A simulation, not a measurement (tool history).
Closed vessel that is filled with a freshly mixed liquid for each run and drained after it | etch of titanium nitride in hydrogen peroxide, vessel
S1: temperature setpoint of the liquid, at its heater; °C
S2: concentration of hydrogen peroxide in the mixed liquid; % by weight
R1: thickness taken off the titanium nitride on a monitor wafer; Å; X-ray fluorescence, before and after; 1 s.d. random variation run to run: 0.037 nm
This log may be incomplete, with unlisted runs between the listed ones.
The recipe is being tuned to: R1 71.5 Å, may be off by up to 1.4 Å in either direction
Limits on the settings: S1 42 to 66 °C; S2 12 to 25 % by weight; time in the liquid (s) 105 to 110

{"run": 1, "day": 0.0, "S1": 58, "S2": 17, "time in the liquid (s)": 105, "R1": 112.57}
{"run": 2, "day": 0.154, "S1": 54.5, "S2": 17, "time in the liquid (s)": 105, "R1": 88.876}
{"run": 3, "day": 0.45, "S1": 54.5, "S2": 17, "time in the liquid (s)": 110, "R1": 93.326}
{"run": 4, "day": 0.5, "S1": 54.5, "S2": 17, "time in the liquid (s)": 110, "R1": 92.628}
{"run": 5, "day": 0.558, "S1": 54.5, "S2": 13.5, "time in the liquid (s)": 110, "R1": 88.22}
{"run": 6, "day": 0.842, "S1": 53.5, "S2": 13.5, "time in the liquid (s)": 110, "R1": 83.063}
{"run": 7, "day": 0.871, "S1": 53, "S2": 13.5, "time in the liquid (s)": 110, "R1": 79.644}
{"run": 8, "day": 1.192, "S1": 52.5, "S2": 13.5, "time in the liquid (s)": 110, "R1": 76.094}
{"run": 9, "day": 1.446, "S1": 52, "S2": 13.5, "time in the liquid (s)": 110, "R1": 73.862}

Consider the 5 candidate settings below. Which is the only one whose results all fall within their allowed miss of target?
{"run": "A", "day": 1.7, "S1": 52, "S2": 14.5, "time in the liquid (s)": 105, "R1": "?"}
{"run": "B", "day": 1.7, "S1": 52, "S2": 14.5, "time in the liquid (s)": 110, "R1": "?"}
{"run": "C", "day": 1.7, "S1": 53, "S2": 13.5, "time in the liquid (s)": 105, "R1": "?"}
{"run": "D", "day": 1.7, "S1": 52.5, "S2": 12, "time in the liquid (s)": 110, "R1": "?"}
{"run": "E", "day": 1.7, "S1": 51.5, "S2": 17, "time in the liquid (s)": 110, "R1": "?"}

move=A R1=71.648
move=B R1=75.06
move=C R1=75.785
move=D R1=74.762
move=E R1=74.898
A: in spec on every target
B: the biggest miss grows against the last run
C: the biggest miss grows against the last run
D: the biggest miss grows against the last run
E: the biggest miss grows against the last run
A is the move that brings every result within its allowed miss.
